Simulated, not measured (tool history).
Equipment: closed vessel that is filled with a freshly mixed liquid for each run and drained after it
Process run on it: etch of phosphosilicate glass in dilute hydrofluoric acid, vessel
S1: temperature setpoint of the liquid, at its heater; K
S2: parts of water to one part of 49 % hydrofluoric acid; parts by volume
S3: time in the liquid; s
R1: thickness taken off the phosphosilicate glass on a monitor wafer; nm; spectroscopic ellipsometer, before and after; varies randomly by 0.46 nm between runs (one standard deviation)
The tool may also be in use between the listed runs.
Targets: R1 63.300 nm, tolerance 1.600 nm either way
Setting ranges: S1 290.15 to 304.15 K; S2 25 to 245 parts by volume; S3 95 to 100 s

| run | hour | S1 | S2 | S3 | R1 |
|---|---|---|---|---|---|
| 1 | 0.0 | 296.15 | 135 | 95 | 81.852 |
| 2 | 6.0 | 293.15 | 135 | 95 | 71.853 |
| 3 | 9.9 | 291.65 | 135 | 95 | 67.438 |
| 4 | 15.3 | 294.15 | 135 | 95 | 75.290 |
| 5 | 24.4 | 293.15 | 135 | 95 | 72.331 |
| 6 | 25.7 | 292.65 | 135 | 95 | 70.752 |
| 7 | 27.5 | 292.15 | 135 | 95 | 69.835 |
| 8 | 29.1 | 291.65 | 135 | 95 | 67.644 |
| 9 | 33.8 | 291.15 | 135 | 95 | 66.571 |

Which of these 5 next moves meets every target?
| A | 38.5 | 291.15 | 135 | 100 | ? |
| B | 38.5 | 293.15 | 160 | 100 | ? |
| C | 38.5 | 291.15 | 155 | 100 | ? |
| D | 38.5 | 290.65 | 145 | 95 | ? |
| E | 38.5 | 290.15 | 130 | 95 | ? |

| move | R1 |
|---|---|
| A | 70.544 |
| B | 63.056 |
| C | 60.320 |
| D | 60.561 |
| E | 67.074 |
A: misses by more than the last run did
B: each result inside its tolerance
C: moves the result that the last run missed by most past its target, out the other side
D: moves the result that the last run missed by most past its target, out the other side
E: misses by more than the last run did
The move that meets every target is B.

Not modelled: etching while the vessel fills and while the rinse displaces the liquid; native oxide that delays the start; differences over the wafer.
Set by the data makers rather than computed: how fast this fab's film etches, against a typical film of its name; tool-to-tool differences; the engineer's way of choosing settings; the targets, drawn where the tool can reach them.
